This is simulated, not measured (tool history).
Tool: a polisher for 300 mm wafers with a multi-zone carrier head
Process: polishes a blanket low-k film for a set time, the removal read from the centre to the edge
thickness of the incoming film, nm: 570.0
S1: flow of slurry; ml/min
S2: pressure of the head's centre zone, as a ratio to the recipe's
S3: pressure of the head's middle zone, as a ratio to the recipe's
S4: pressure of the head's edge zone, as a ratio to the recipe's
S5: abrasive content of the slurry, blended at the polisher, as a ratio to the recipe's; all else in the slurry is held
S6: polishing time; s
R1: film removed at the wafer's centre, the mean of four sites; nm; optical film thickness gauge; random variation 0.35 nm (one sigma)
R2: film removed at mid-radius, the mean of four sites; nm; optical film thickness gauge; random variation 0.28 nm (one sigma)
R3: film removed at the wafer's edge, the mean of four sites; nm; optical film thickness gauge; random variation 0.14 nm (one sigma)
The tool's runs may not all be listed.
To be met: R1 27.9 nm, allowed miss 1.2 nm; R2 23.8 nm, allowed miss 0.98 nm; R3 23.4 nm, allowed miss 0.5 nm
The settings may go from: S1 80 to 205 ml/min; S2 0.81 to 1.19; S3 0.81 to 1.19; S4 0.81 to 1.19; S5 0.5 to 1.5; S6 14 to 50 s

run,hour,S1,S2,S3,S4,S5,S6,R1,R2,R3
1,0,135,1,1,1,1,32,14.394,14.289,14.345
2,2.9,135,1,0.95,1,1,32,14.455,13.618,14.186
3,9.4,135,0.96,0.95,1,1,32,13.951,13.756,14.233
4,10,150,1.01,0.97,1.01,1.1,33,16.264,15.412,15.64
5,18.5,135,1.01,0.97,1.01,1.1,33,16.118,15.415,15.44
6,25.3,145,1.04,0.97,1.05,1.2,34,17.904,16.447,17.081
7,27,155,1.07,0.99,1.06,1.25,35,19.673,17.733,18.525
8,29.3,165,1.1,1.01,1.06,1.3,36,21.785,18.909,19.312
9,34.2,165,1.1,1.01,1.06,1.3,36,21.889,19.105,19.152
10,36.9,170,1.11,1.03,1.08,1.35,36,22.555,19.436,19.885

5 next moves are on the table. One of them brings every result within its allowed miss. Which?
A,39.6,160,1.03,1.04,1.12,1.5,42,?,?,?
B,39.6,150,1.01,1.17,1.05,1.35,32,?,?,?
C,39.6,155,1.19,1.11,1.01,1.45,41,?,?,?
D,39.6,145,1.17,1.06,1.16,1.45,39,?,?,?
E,39.6,200,1.19,1.09,1.13,1.5,39,?,?,?

move,R1,R2,R3
A,25.032,24.528,24.283
B,17.681,19.128,16.982
C,27.714,24.502,22.107
D,25.551,22.329,22.354
E,27.975,24.309,23.233
A: takes the result that was furthest off past its target
B: further off than the last run
C: nearer than the last run, and not there yet
D: nearer than the last run, and not there yet
E: meets every target
The right move is E.
